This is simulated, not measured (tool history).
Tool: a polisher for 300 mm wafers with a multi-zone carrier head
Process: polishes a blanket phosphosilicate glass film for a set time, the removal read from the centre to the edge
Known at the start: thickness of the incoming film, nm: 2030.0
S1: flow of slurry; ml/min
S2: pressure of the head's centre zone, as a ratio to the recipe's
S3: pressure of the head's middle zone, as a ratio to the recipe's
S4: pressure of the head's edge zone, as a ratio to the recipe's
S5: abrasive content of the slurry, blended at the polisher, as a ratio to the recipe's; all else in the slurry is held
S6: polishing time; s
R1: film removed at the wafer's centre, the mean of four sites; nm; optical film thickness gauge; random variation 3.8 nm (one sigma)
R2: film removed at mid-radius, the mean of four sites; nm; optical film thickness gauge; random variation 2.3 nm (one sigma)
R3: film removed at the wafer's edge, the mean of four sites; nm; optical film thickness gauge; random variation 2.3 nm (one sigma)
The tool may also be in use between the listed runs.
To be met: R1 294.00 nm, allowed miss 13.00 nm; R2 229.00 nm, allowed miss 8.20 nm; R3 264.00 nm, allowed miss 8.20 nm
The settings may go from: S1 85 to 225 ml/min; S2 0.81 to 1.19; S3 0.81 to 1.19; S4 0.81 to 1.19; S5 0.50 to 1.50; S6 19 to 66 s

run,hour,S1,S2,S3,S4,S5,S6,R1,R2,R3
1,0.0,145,1.00,1.00,1.00,1.00,42,327.90,327.57,320.20
2,2.7,145,1.00,1.00,1.00,1.00,52,398.36,413.27,407.25
3,11.5,140,1.02,0.95,0.99,0.85,50,369.42,362.96,364.02
4,13.5,135,1.05,0.91,1.02,0.75,47,337.93,311.09,332.02
5,15.9,135,1.05,0.99,1.02,0.75,47,341.15,326.42,327.56
6,17.5,125,1.08,0.95,1.02,0.70,46,322.52,297.68,315.26
7,25.6,125,1.11,0.92,1.00,0.65,45,320.72,273.74,296.98
8,30.1,120,1.12,0.90,0.98,0.60,45,310.09,263.63,282.64
9,38.2,115,1.13,0.88,0.98,0.60,45,310.11,254.60,278.82
10,43.5,110,1.13,0.86,0.98,0.60,45,304.06,246.00,281.81
11,44.8,105,1.14,0.85,0.97,0.60,45,300.70,239.82,278.88
12,49.1,100,1.15,0.85,0.96,0.60,45,308.13,234.65,269.14

4 next moves are on the table. One of them brings every result within its allowed miss. Which?
A,53.4,90,1.12,0.81,0.96,0.75,44,?,?,?
B,53.4,95,1.19,0.85,0.97,0.85,42,?,?,?
C,53.4,95,1.19,0.89,1.06,0.65,42,?,?,?
D,53.4,95,1.13,0.81,1.02,0.55,47,?,?,?

move,R1,R2,R3
A,295.96,230.89,274.24
B,320.75,243.93,277.82
C,293.07,231.40,263.74
D,294.26,226.75,274.66
A: brings the result that was furthest off to its target, and leaves another outside
B: further off than the last run
C: meets every target
D: brings the result that was furthest off to its target, and leaves another outside
The right move is C.

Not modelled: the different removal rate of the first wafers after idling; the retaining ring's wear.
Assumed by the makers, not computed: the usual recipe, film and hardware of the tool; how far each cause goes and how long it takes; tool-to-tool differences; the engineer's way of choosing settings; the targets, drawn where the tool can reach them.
